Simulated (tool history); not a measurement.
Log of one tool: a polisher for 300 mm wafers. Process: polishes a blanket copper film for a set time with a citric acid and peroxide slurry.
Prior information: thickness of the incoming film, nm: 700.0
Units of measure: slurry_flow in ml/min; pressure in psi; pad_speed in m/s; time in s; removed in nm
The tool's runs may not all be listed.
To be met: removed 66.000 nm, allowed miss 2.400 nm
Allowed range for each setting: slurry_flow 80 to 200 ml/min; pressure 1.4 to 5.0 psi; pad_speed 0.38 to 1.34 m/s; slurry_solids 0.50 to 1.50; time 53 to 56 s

| run | hour | slurry_flow | pressure | pad_speed | slurry_solids | time | removed |
|---|---|---|---|---|---|---|---|
| 1 | 0.0 | 130 | 3.2 | 0.86 | 1.00 | 53 | 92.060 |
| 2 | 6.7 | 130 | 3.2 | 0.86 | 1.10 | 53 | 92.970 |
| 3 | 7.5 | 125 | 3.0 | 0.86 | 1.10 | 53 | 86.690 |
| 4 | 10.9 | 120 | 2.8 | 0.86 | 1.10 | 53 | 79.264 |
| 5 | 15.2 | 120 | 2.8 | 0.86 | 1.10 | 53 | 80.513 |
| 6 | 23.0 | 120 | 2.8 | 1.04 | 1.10 | 53 | 94.528 |
| 7 | 23.7 | 115 | 2.6 | 1.04 | 1.10 | 53 | 88.333 |
| 8 | 27.4 | 110 | 2.4 | 1.04 | 1.10 | 53 | 81.116 |
|  | 31.5 | slurry nozzle cleaned |
| 9 | 31.5 | 105 | 2.3 | 1.04 | 1.10 | 53 | 81.415 |
| 10 | 39.0 | 105 | 2.3 | 1.04 | 1.10 | 53 | 79.286 |
| 11 | 43.5 | 95 | 1.7 | 1.04 | 1.10 | 53 | 59.003 |
| 12 | 50.6 | 100 | 1.7 | 1.04 | 1.10 | 53 | 60.131 |
| 13 | 56.9 | 125 | 1.9 | 1.04 | 1.10 | 53 | 69.561 |
| 14 | 59.7 | 120 | 1.9 | 1.04 | 1.10 | 53 | 68.669 |

Pick the move, out of 5, that brings all results within their allowed miss; only one does.
| A | 62.5 | 150 | 2.7 | 0.74 | 1.05 | 53 | ? |
| B | 62.5 | 120 | 2.0 | 0.84 | 0.90 | 54 | ? |
| C | 62.5 | 130 | 2.0 | 0.98 | 1.15 | 53 | ? |
| D | 62.5 | 135 | 1.7 | 1.18 | 1.10 | 55 | ? |
| E | 62.5 | 125 | 1.5 | 1.16 | 1.45 | 55 | ? |

| move | removed |
|---|---|
| A | 73.631 |
| B | 58.816 |
| C | 70.365 |
| D | 73.678 |
| E | 67.181 |
A: further off than the last run
B: carries the result that was furthest off beyond its target, to the other side
C: further off than the last run
D: further off than the last run
E: every result lands within tolerance
The right move is E.

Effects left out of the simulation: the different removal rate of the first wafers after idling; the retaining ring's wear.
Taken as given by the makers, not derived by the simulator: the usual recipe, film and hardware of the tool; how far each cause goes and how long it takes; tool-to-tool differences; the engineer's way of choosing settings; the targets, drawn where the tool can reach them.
